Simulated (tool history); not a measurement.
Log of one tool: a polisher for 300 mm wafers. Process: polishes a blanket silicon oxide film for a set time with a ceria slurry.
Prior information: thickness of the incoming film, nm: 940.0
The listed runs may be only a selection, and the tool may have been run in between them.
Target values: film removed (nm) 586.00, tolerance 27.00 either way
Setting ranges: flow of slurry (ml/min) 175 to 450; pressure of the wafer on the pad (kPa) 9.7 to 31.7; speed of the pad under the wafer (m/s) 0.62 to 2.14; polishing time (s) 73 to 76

run,hour,flow of slurry (ml/min),pressure of the wafer on the pad (kPa),speed of the pad under the wafer (m/s),polishing time (s),film removed (nm)
1,0.0,290,20.7,1.38,73,366.77
2,1.4,290,20.7,1.08,73,292.44
3,9.3,290,20.7,0.90,73,248.40
4,15.2,290,22.1,0.96,73,279.08
5,22.7,290,24.1,0.96,73,315.03
6,24.2,290,25.5,1.00,73,337.89
7,30.2,290,26.2,1.06,73,374.97
8,38.9,290,26.9,1.10,73,377.67
9,41.9,290,31.7,1.48,75,616.56

Consider the 5 candidate settings below. Which is the only one whose results all fall within their allowed miss of target?
A,44.9,420,31.7,1.60,73,?
B,44.9,320,26.2,1.50,75,?
C,44.9,355,31.7,1.34,76,?
D,44.9,185,31.7,1.58,76,?
E,44.9,255,31.7,1.58,76,?

move,film removed (nm)
A,672.15
B,527.60
C,581.79
D,631.22
E,661.03
A: misses by more than the last run did
B: carries the result that was furthest off beyond its target, to the other side
C: all results in spec
D: misses by more than the last run did
E: misses by more than the last run did
Go with C: it meets all targets.
